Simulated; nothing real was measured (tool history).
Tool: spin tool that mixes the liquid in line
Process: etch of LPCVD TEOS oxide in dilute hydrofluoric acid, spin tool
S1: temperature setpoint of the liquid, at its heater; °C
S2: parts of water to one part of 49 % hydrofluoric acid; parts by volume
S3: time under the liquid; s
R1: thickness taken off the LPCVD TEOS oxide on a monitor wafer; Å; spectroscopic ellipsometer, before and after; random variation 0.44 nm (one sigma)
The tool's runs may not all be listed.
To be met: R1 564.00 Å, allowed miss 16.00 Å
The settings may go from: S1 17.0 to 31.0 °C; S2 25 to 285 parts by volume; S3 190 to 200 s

run  hour    S1   S2   S3      R1
  1   0.0  23.0  155  190  423.01
  2   3.5  23.0  100  190  707.12
  3   4.2  21.5  100  190  652.48
  4  10.7  21.5  125  190  515.91
  5  18.4  21.5  155  190  400.74
     19.9  -- hydrofluoric acid flow meter replaced
  6  19.9  21.5  155  190  363.90
  7  22.2  23.0  155  190  386.15
  8  28.7  27.0  140  190  509.16
  9  35.9  28.0  140  190  529.81
 10  37.9  28.5  140  190  547.09
 11  43.7  29.0  140  190  546.05

4 next moves are on the table. One of them brings every result within its allowed miss. Which?
  A  49.5  29.0  130  190   ?
  B  49.5  29.0  150  200   ?
  C  49.5  27.0  130  195   ?
  D  49.5  30.0  130  190   ?

move      R1
   A  588.65
   B  523.23
   C  560.74
   D  610.67
A: takes the result that was furthest off past its target
B: further off than the last run
C: meets every target
D: takes the result that was furthest off past its target
Move C is the one to make.
